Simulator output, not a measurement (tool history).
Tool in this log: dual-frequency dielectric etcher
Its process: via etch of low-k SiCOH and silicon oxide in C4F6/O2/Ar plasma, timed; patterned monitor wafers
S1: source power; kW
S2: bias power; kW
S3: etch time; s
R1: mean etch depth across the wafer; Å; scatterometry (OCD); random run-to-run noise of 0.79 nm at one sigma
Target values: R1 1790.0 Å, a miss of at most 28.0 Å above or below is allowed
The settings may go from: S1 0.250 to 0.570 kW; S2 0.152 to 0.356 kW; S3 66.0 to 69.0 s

run  hour     S1     S2    S3      R1
  1   0.0  0.410  0.254  66.0  2012.3
  2   2.7  0.410  0.254  69.0  2100.4
  3   6.5  0.410  0.293  69.0  2230.4
  4  10.2  0.360  0.275  69.0  2033.3
  5  11.9  0.410  0.275  69.0  2184.7
  6  20.1  0.410  0.248  69.0  2099.2
  7  22.7  0.370  0.246  69.0  1977.3
  8  31.3  0.350  0.245  69.0  1916.5
  9  36.1  0.340  0.244  69.0  1890.7
 10  40.4  0.330  0.243  69.0  1852.9
 11  45.1  0.330  0.243  69.0  1850.8
 12  50.4  0.330  0.243  69.0  1855.3
 13  55.1  0.330  0.243  69.0  1870.2
 14  63.0  0.320  0.242  69.0  1827.4

Pick the move, out of 4, that brings all results within their allowed miss; only one does.
  A  70.9  0.310  0.305  68.5   ?
  B  70.9  0.310  0.264  67.0   ?
  C  70.9  0.380  0.194  69.0   ?
  D  70.9  0.340  0.264  67.5   ?

move      R1
   A  1928.9
   B  1798.7
   C  1870.6
   D  1902.0
A: lands further from the targets than the last run did
B: every result lands within tolerance
C: lands further from the targets than the last run did
D: lands further from the targets than the last run did
The right move is B.

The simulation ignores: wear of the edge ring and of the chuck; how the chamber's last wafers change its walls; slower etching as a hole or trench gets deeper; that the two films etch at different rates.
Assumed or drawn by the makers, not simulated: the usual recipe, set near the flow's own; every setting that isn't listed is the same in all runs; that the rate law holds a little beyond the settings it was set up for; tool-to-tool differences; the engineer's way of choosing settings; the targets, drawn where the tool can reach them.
